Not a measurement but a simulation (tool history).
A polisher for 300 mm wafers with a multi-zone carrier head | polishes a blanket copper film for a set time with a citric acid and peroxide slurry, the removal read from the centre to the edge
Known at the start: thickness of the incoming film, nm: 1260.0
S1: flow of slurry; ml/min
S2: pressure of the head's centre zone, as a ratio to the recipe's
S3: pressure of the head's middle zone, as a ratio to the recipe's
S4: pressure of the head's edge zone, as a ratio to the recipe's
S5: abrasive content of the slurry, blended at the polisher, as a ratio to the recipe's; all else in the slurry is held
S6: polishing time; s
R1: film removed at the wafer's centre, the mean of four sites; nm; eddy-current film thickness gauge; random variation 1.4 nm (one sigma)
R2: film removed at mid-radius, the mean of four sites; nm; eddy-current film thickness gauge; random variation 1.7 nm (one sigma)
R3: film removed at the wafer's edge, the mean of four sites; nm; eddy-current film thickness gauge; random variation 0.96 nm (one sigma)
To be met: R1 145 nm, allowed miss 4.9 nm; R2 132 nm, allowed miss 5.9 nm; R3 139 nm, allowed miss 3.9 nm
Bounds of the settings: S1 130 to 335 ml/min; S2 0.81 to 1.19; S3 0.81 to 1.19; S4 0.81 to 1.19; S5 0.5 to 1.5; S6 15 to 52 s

{"run": 1, "hour": 0.0, "S1": 215, "S2": 1, "S3": 1, "S4": 1, "S5": 1, "S6": 33, "R1": 99.357, "R2": 101.3, "R3": 100.79}
{"run": 2, "hour": 3.7, "S1": 225, "S2": 1.03, "S3": 1, "S4": 1.04, "S5": 1.15, "S6": 34, "R1": 110.01, "R2": 111.65, "R3": 108.51}
{"run": 3, "hour": 12.5, "S1": 225, "S2": 1.03, "S3": 1, "S4": 1.04, "S5": 1.3, "S6": 34, "R1": 113.8, "R2": 110.88, "R3": 115.18}
{"run": 4, "hour": 15.2, "S1": 225, "S2": 1.03, "S3": 1, "S4": 1.04, "S5": 1.3, "S6": 39, "R1": 130.03, "R2": 128.68, "R3": 128.83}
{"run": 5, "hour": 18.8, "S1": 235, "S2": 1.04, "S3": 0.99, "S4": 1.06, "S5": 1.35, "S6": 39, "R1": 135.52, "R2": 129.71, "R3": 133.83}
{"run": 6, "hour": 21.2, "S1": 215, "S2": 1.04, "S3": 0.99, "S4": 1.06, "S5": 1.35, "S6": 39, "R1": 134.08, "R2": 128.9, "R3": 132.21}
{"run": 7, "hour": 28.9, "S1": 225, "S2": 1.05, "S3": 0.99, "S4": 1.07, "S5": 1.35, "S6": 39, "R1": 136.3, "R2": 130.17, "R3": 134.93}
{"run": 8, "hour": 37.9, "S1": 230, "S2": 1.06, "S3": 0.99, "S4": 1.07, "S5": 1.35, "S6": 39, "R1": 136.76, "R2": 132.01, "R3": 135.6}
{"run": 9, "hour": 46.7, "S1": 230, "S2": 1.06, "S3": 0.99, "S4": 1.07, "S5": 1.35, "S6": 39, "R1": 138.32, "R2": 131.1, "R3": 134.68}

4 next moves are on the table. One of them brings every result within its allowed miss. Which?
{"run": "A", "hour": 55.5, "S1": 200, "S2": 1.01, "S3": 0.89, "S4": 1.05, "S5": 1.1, "S6": 47, "R1": "?", "R2": "?", "R3": "?"}
{"run": "B", "hour": 55.5, "S1": 225, "S2": 0.96, "S3": 0.87, "S4": 1.18, "S5": 1.5, "S6": 40, "R1": "?", "R2": "?", "R3": "?"}
{"run": "C", "hour": 55.5, "S1": 175, "S2": 1.12, "S3": 1.01, "S4": 1.11, "S5": 1.35, "S6": 41, "R1": "?", "R2": "?", "R3": "?"}
{"run": "D", "hour": 55.5, "S1": 245, "S2": 1.01, "S3": 0.87, "S4": 1.1, "S5": 1.5, "S6": 38, "R1": "?", "R2": "?", "R3": "?"}

move=A R1=146.3 R2=131.79 R3=149.52
move=B R1=132.2 R2=122.81 R3=149.98
move=C R1=147.33 R2=133.1 R3=140.26
move=D R1=133.76 R2=117.89 R3=138.58
A: brings the result that was furthest off to its target, and leaves another outside
B: further off than the last run
C: meets every target
D: further off than the last run
Answer: C
